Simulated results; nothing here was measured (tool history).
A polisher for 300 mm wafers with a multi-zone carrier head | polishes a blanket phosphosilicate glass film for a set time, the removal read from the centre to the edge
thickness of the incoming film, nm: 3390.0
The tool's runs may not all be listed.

run	hour	flow of slurry (ml/min)	pressure of the head's centre zone	pressure of the head's middle zone	pressure of the head's edge zone	abrasive content of the slurry	polishing time (s)	film removed at the wafer's centre (nm)	film removed at mid-radius (nm)	film removed at the wafer's edge (nm)
1	0.0	195	1.00	1.00	1.00	1.00	78	673.46	687.50	682.52
2	6.9	210	1.03	0.99	1.04	1.15	81	783.53	750.78	768.32
3	8.8	215	1.04	0.99	1.07	1.25	84	840.46	810.98	835.20
4	15.7	215	1.04	0.99	1.07	1.25	91	892.21	881.89	914.81
5	18.2	215	1.04	0.99	1.12	1.25	91	913.66	875.81	918.87
6	24.2	215	1.04	0.94	1.12	1.25	91	906.96	855.99	916.88
7	27.8	225	1.06	0.94	1.13	1.30	92	969.32	886.54	949.59

Run 8 comes next. What will it give?
8	36.4	230	1.07	0.93	1.14	1.35	93	?	?	?

Run 8 gave film removed at the wafer's centre (nm) 996.06, film removed at mid-radius (nm) 889.70, film removed at the wafer's edge (nm) 1003.90.
